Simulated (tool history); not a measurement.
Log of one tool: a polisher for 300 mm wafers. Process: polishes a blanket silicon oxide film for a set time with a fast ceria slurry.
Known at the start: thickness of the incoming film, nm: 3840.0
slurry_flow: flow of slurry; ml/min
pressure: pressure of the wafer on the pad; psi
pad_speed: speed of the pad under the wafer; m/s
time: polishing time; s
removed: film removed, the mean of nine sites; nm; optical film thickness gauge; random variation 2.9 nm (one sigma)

run  hour  slurry_flow  pressure  pad_speed  time  removed
  1   0.0          180       2.0       1.26    27   332.82
  2   3.6          180       2.0       1.50    27   368.19
  3   9.7          180       2.0       1.62    27   389.99
  4  13.5          180       1.8       1.60    27   364.24
  5  16.4          180       1.7       1.56    27   331.28
  6  17.5          180       1.7       1.56    27   334.76
  7  22.6          180       1.6       1.56    27   304.66
  8  26.3          180       1.5       1.56    27   290.14

Forecast run 9:
  9  29.8          180       1.4       1.56    27        ?

Run 9 gave removed 270.36 nm.
